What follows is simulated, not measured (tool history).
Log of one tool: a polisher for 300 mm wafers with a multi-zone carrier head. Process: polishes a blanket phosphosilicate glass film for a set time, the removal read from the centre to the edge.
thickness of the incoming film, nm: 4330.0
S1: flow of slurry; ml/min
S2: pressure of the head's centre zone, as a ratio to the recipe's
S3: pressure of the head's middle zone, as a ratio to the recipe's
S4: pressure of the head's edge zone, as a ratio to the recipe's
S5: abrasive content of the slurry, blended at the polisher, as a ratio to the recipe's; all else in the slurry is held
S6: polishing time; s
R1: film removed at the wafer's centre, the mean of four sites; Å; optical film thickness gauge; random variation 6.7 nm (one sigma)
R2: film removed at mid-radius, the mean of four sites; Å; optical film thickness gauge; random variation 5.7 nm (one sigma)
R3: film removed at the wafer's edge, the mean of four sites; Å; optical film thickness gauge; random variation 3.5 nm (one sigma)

run	hour	S1	S2	S3	S4	S5	S6	R1	R2	R3
1	0	275	1	1	1	1	60	6015	6145.2	5832.6
2	1.4	330	1	1	1	1	60	6069.3	6188.8	5931.2
3	7.4	330	1.01	0.98	0.99	0.95	60	5920.2	6098.2	5834.5
4	13.4	330	1.01	0.98	0.99	1.05	60	6229.8	6215.5	6031.1
5	15.1	330	1.01	0.98	0.99	1.2	60	6461.1	6399.2	6266.7
6	17.3	330	1.01	0.93	0.99	1.2	60	6464.9	6363	6331.4
7	18	330	1.03	0.92	0.99	1.1	59	6312.8	5926.8	6076.9
8	20.1	330	1.03	0.92	0.99	1.1	59	6349.4	6070.4	6038.6

The next listed run, before its measurement:
9	27.9	330	1.04	0.91	1	1.05	58	?	?	?

{"run 9": {"R1": 6224.7, "R2": 5829.3, "R3": 5904.8}}
